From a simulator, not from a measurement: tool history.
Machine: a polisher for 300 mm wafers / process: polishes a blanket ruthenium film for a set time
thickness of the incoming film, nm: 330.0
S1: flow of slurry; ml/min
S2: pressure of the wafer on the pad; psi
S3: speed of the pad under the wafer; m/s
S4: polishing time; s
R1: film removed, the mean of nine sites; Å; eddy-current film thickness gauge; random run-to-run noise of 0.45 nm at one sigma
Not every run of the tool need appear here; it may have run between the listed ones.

Run 1, hour 0: S1 315 ml/min, S2 1.7 psi, S3 0.82 m/s, S4 44 s. Result: R1 306.23 Å.
Run 2, hour 3.1: S1 285 ml/min, S2 1.7 psi, S3 0.82 m/s, S4 44 s. Result: R1 309.97 Å.
Run 3, hour 4.1: S1 285 ml/min, S2 1.8 psi, S3 0.82 m/s, S4 44 s. Result: R1 318.53 Å.
Run 4, hour 10.2: S1 285 ml/min, S2 2.2 psi, S3 0.82 m/s, S4 44 s. Result: R1 363.99 Å.
Run 5, hour 11.7: S1 285 ml/min, S2 2.2 psi, S3 0.82 m/s, S4 44 s. Result: R1 366.76 Å.
Run 6, hour 14: S1 285 ml/min, S2 1.9 psi, S3 0.82 m/s, S4 44 s. Result: R1 338.13 Å.
Run 7, hour 17: S1 285 ml/min, S2 2 psi, S3 0.82 m/s, S4 44 s. Result: R1 338.6 Å.

Estimate the outcome of run 8 from the log above:
At hour 24.6: head pressure recalibrated.
Run 8, hour 24.6: S1 285 ml/min, S2 2.5 psi, S3 0.84 m/s, S4 44 s. Result: R1 ?.

{"run 8": {"R1": 388.37}}

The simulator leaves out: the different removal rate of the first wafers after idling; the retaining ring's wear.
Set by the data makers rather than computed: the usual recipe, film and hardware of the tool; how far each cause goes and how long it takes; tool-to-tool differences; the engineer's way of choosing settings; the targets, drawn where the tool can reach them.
